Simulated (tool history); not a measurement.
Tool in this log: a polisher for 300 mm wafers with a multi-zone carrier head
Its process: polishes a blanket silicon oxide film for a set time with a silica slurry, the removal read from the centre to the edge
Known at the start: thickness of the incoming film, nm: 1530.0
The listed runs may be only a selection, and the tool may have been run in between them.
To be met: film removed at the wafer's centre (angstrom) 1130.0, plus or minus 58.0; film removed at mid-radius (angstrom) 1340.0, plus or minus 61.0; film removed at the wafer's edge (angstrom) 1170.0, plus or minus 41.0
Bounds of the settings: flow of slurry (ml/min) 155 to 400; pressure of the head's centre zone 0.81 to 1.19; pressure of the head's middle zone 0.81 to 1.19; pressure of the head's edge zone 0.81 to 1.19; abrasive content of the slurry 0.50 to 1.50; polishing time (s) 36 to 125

run,hour,flow of slurry (ml/min),pressure of the head's centre zone,pressure of the head's middle zone,pressure of the head's edge zone,abrasive content of the slurry,polishing time (s),film removed at the wafer's centre (angstrom),film removed at mid-radius (angstrom),film removed at the wafer's edge (angstrom)
1,0.0,255,1.00,1.00,1.00,1.00,80,1644.0,1647.3,1622.4
2,6.0,255,0.95,1.00,1.00,1.00,80,1566.0,1644.9,1620.2
3,15.0,255,0.94,1.01,0.98,0.90,79,1461.2,1564.1,1480.5
4,17.6,255,0.94,1.01,0.98,1.05,79,1539.9,1673.0,1612.9
5,25.7,255,0.94,1.01,0.98,1.05,95,1923.8,2021.9,1912.7
6,27.5,255,0.94,1.05,0.98,1.05,95,1946.1,2117.8,1944.9
7,34.9,250,0.92,1.04,0.96,0.95,93,1739.9,1955.3,1778.0
8,42.3,250,0.91,1.03,0.94,0.85,91,1637.0,1792.1,1649.7
9,44.7,235,0.81,1.10,0.87,0.60,76,1073.7,1344.9,1135.1
10,53.7,235,0.82,1.09,0.87,0.60,76,1060.4,1295.9,1121.8

Consider the 4 candidate settings below. Which is the only one whose results all fall within their allowed miss of target?
A,62.7,235,0.88,1.09,0.81,0.60,74,?,?,?
B,62.7,255,0.89,1.16,0.86,0.65,71,?,?,?
C,62.7,175,0.81,1.02,0.81,0.60,84,?,?,?
D,62.7,190,0.83,1.19,0.84,0.80,63,?,?,?

move,film removed at the wafer's centre (angstrom),film removed at mid-radius (angstrom),film removed at the wafer's edge (angstrom)
A,1107.6,1279.3,1057.9
B,1123.2,1356.7,1089.0
C,1152.0,1331.2,1174.8
D,1017.0,1317.5,1030.6
A: the furthest-off result lands on target, but another misses its tolerance
B: the furthest-off result lands on target, but another misses its tolerance
C: in spec on every target
D: moves away from the targets compared with the last run
So the answer is move C, the one that meets all the targets.
